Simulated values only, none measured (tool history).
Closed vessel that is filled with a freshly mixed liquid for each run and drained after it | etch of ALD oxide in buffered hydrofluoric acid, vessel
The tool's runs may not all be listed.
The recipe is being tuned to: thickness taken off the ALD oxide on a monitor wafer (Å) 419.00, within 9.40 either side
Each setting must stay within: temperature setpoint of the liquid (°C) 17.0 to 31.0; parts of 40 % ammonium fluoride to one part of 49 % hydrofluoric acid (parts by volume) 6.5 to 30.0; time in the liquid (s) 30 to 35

run	day	temperature setpoint of the liquid (°C)	parts of 40 % ammonium fluoride to one part of 49 % hydrofluoric acid (parts by volume)	time in the liquid (s)	thickness taken off the ALD oxide on a monitor wafer (Å)
1	0.000	23.0	18.5	35	271.17
2	0.050	23.0	18.5	35	269.44
3	0.104	24.0	18.5	35	285.58
4	0.425	24.5	18.5	35	293.52
5	0.538	24.5	22.0	35	247.25
6	0.858	25.0	21.5	35	258.82
7	1.008	25.5	21.0	35	271.19
8	1.183	29.5	17.5	35	405.25

Below are 4 possible settings for the next run. Only one of them brings all results inside the allowed miss of their targets. Which is it?
A	1.358	30.0	15.5	30	?
B	1.358	26.5	13.5	30	?
C	1.358	30.0	16.0	30	?
D	1.358	26.0	12.0	30	?

move	thickness taken off the ALD oxide on a monitor wafer (Å)
A	398.81
B	379.09
C	386.61
D	413.99
A: moves away from the targets compared with the last run
B: moves away from the targets compared with the last run
C: moves away from the targets compared with the last run
D: each result inside its tolerance
Answer: D
